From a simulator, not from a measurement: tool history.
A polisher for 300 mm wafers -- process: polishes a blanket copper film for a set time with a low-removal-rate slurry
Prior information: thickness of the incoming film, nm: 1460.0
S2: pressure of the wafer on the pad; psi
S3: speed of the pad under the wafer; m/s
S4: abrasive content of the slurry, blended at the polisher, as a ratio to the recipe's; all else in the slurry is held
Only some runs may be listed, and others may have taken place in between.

{"run": 1, "hour": 0.0, "flow of slurry (ml/min)": 130, "S2": 2.4, "S3": 1.14, "S4": 1.0, "polishing time (s)": 80, "film removed (angstrom)": 2079.9}
{"run": 2, "hour": 1.5, "flow of slurry (ml/min)": 145, "S2": 2.4, "S3": 1.14, "S4": 1.0, "polishing time (s)": 80, "film removed (angstrom)": 2091.3}
{"run": 3, "hour": 3.9, "flow of slurry (ml/min)": 145, "S2": 2.7, "S3": 1.14, "S4": 1.0, "polishing time (s)": 80, "film removed (angstrom)": 2346.8}
{"run": 4, "hour": 11.2, "flow of slurry (ml/min)": 145, "S2": 2.2, "S3": 1.14, "S4": 1.0, "polishing time (s)": 80, "film removed (angstrom)": 1904.1}
{"run": 5, "hour": 17.2, "flow of slurry (ml/min)": 145, "S2": 2.5, "S3": 1.14, "S4": 1.0, "polishing time (s)": 80, "film removed (angstrom)": 2189.0}
{"run": 6, "hour": 18.8, "flow of slurry (ml/min)": 170, "S2": 2.5, "S3": 1.14, "S4": 1.0, "polishing time (s)": 80, "film removed (angstrom)": 2238.4}
{"run": 7, "hour": 21.9, "flow of slurry (ml/min)": 175, "S2": 3.1, "S3": 1.16, "S4": 1.0, "polishing time (s)": 80, "film removed (angstrom)": 2795.2}
{"run": 8, "hour": 24.5, "flow of slurry (ml/min)": 175, "S2": 3.2, "S3": 1.18, "S4": 1.0, "polishing time (s)": 80, "film removed (angstrom)": 2918.9}
{"run": 9, "hour": 29.9, "flow of slurry (ml/min)": 175, "S2": 3.3, "S3": 1.2, "S4": 1.0, "polishing time (s)": 80, "film removed (angstrom)": 3095.9}

What will run 10 give?
{"run": 10, "hour": 33.7, "flow of slurry (ml/min)": 175, "S2": 3.4, "S3": 1.2, "S4": 1.0, "polishing time (s)": 80, "film removed (angstrom)": "?"}

Run 10 produced film removed (angstrom) 3191.4.
